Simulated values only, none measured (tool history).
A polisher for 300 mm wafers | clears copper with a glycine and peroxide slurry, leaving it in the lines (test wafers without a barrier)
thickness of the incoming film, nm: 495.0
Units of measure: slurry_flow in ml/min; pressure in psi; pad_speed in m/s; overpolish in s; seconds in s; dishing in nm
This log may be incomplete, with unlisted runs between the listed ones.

{"run": 1, "hour": 0.0, "slurry_flow": 265, "pressure": 1.9, "pad_speed": 0.88, "overpolish": 11, "seconds": 152.44, "dishing": 22.666}
{"run": 2, "hour": 8.1, "slurry_flow": 265, "pressure": 1.9, "pad_speed": 1.02, "overpolish": 11, "seconds": 136.71, "dishing": 24.6}
{"run": 3, "hour": 11.5, "slurry_flow": 265, "pressure": 1.9, "pad_speed": 0.86, "overpolish": 11, "seconds": 153.09, "dishing": 23.029}
{"run": 4, "hour": 16.7, "slurry_flow": 265, "pressure": 2.3, "pad_speed": 0.86, "overpolish": 11, "seconds": 139.85, "dishing": 24.271}
{"run": 5, "hour": 17.8, "slurry_flow": 265, "pressure": 2.3, "pad_speed": 0.86, "overpolish": 15, "seconds": 141.87, "dishing": 30.966}
{"run": 6, "hour": 20.8, "slurry_flow": 265, "pressure": 2.7, "pad_speed": 0.86, "overpolish": 15, "seconds": 128.64, "dishing": 34.309}

Forecast run 7:
{"run": 7, "hour": 21.7, "slurry_flow": 265, "pressure": 2.8, "pad_speed": 0.86, "overpolish": 13, "seconds": "?", "dishing": "?"}

seconds: 126.02 s
dishing: 30.893 nm

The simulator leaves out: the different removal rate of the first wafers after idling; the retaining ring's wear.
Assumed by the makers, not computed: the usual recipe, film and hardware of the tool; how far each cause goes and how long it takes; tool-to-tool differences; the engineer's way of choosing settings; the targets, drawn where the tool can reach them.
